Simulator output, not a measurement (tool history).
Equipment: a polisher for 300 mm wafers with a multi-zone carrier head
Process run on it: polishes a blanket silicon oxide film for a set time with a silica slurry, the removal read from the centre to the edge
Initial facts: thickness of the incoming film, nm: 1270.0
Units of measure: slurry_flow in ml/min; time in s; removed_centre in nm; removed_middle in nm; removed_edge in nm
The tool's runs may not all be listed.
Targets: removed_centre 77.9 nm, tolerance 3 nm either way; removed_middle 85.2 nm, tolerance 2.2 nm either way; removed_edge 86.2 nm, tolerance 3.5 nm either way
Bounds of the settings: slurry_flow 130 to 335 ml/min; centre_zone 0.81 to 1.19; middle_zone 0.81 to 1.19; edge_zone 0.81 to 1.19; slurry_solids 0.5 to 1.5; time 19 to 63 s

run,hour,slurry_flow,centre_zone,middle_zone,edge_zone,slurry_solids,time,removed_centre,removed_middle,removed_edge
1,0,215,1,1,1,1,41,116.33,111.9,116.82
2,6.9,210,0.97,0.99,0.97,0.9,41,105.32,105.87,108.75
3,15.3,210,0.97,0.95,0.97,0.9,41,106.27,103.67,108.95
4,20.7,205,0.95,0.94,0.95,0.85,41,100.53,98.941,104.68
5,21.5,200,0.93,0.94,0.93,0.8,41,93.126,94.977,99.266
6,26.7,200,0.99,0.94,0.93,0.8,41,102.38,95.868,98.24
7,34.7,190,0.96,0.93,0.91,0.8,41,95.559,94.027,100.36
8,39.5,195,0.94,0.93,0.9,0.75,41,91.007,91.234,94.861
9,40.8,195,0.93,0.93,0.89,0.75,41,89.356,90.586,95.339
10,44.6,195,0.92,0.94,0.88,0.7,41,88.264,88.787,93.025
11,50,190,0.91,0.95,0.87,0.7,41,84.563,90.64,90.336
12,58,185,0.91,0.94,0.86,0.7,41,85.643,89.189,87.491
13,67.1,180,0.9,0.93,0.86,0.7,41,82.352,86.647,91.384
14,75.8,170,0.88,0.96,0.82,0.6,41,73.964,80.761,79.275
15,77.2,180,0.88,0.96,0.83,0.6,41,77.592,81.432,83.056
16,84.2,180,0.87,0.97,0.84,0.6,41,74.123,83.879,80.382
17,86.4,185,0.87,0.96,0.85,0.6,41,75.338,81.725,81.304
18,92.1,215,0.86,0.99,0.91,0.65,41,81.102,91.139,90.588
19,100.7,210,0.86,0.98,0.91,0.65,41,78.487,89.847,90.733
20,109.3,205,0.86,0.98,0.9,0.65,41,79.142,88.777,88.717

Pick the move, out of 4, that brings all results within their allowed miss; only one does.
A,117.9,230,1.02,1.03,0.84,0.5,43,?,?,?
B,117.9,160,0.93,1.05,0.91,0.7,39,?,?,?
C,117.9,175,0.97,1.16,0.97,0.7,35,?,?,?
D,117.9,225,0.88,0.97,0.93,0.55,43,?,?,?

move,removed_centre,removed_middle,removed_edge
A,87.055,86.346,79.871
B,81.263,90.638,86.29
C,77.693,90.151,80.266
D,79.08,86.648,87.632
A: brings the result that was furthest off to its target, and leaves another outside
B: moves away from the targets compared with the last run
C: moves away from the targets compared with the last run
D: all results in spec
Go with D: it meets all targets.
